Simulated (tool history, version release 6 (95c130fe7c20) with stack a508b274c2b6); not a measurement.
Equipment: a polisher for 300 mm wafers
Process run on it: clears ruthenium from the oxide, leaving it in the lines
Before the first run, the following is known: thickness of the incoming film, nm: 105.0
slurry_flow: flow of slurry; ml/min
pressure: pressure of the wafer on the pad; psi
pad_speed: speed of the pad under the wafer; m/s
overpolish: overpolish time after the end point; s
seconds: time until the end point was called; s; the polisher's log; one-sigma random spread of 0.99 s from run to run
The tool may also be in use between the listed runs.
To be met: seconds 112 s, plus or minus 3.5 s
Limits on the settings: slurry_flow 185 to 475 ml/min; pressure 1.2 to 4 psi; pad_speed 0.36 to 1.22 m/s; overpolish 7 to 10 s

run  hour  slurry_flow  pressure  pad_speed  overpolish  seconds
  1     0          305       2.6       0.78          10   80.094
  2   8.5          305       2.4       0.78          10    85.73
  3  10.2          305       2.1       0.78          10   99.077
  4  11.1          305       1.7       0.78          10   121.35
  5  16.5          305       1.7       0.66          10   140.14
  6  18.3          305       1.8       0.66          10   133.78
  7  24.7          305       1.9       0.66          10   123.62
  8  29.6          305         2       0.66          10   119.78

Which one of the following 5 next-run settings gets every result inside its allowed miss? There is exactly one.
  A  34.5          285         2       0.62           8        ?
  B  34.5          315       2.1       0.68          10        ?
  C  34.5          260       2.2       0.54           8        ?
  D  34.5          255       1.9       0.64           8        ?
  E  34.5          275         2       0.66           7        ?

move  seconds
   A   128.37
   B   111.84
   C   133.52
   D   132.03
   E   121.56
A: its largest miss is bigger than the last run's
B: every result within its allowed miss
C: its largest miss is bigger than the last run's
D: its largest miss is bigger than the last run's
E: its largest miss is bigger than the last run's
The move that meets every target is B.
